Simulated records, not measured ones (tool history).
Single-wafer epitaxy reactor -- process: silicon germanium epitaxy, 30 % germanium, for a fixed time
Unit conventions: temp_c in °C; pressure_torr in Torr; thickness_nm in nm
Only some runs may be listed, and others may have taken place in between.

Run 1, hour 0.0: temp_c 595 °C, pressure_torr 27.9 Torr. Result: thickness_nm 63.162 nm.
Run 2, hour 7.2: temp_c 595 °C, pressure_torr 24.1 Torr. Result: thickness_nm 59.654 nm.
Run 3, hour 14.2: temp_c 595 °C, pressure_torr 22.3 Torr. Result: thickness_nm 57.413 nm.
Run 4, hour 20.3: temp_c 600 °C, pressure_torr 22.4 Torr. Result: thickness_nm 63.202 nm.
Run 5, hour 25.7: temp_c 604 °C, pressure_torr 22.5 Torr. Result: thickness_nm 68.470 nm.
Run 6, hour 32.4: temp_c 606 °C, pressure_torr 22.5 Torr. Result: thickness_nm 71.769 nm.

The next listed run, before its measurement:
At hour 40.8: pyrometer calibrated.
Run 7, hour 40.8: temp_c 607 °C, pressure_torr 22.5 Torr. Result: thickness_nm ?.

Run 7 measured thickness_nm 67.109 nm.
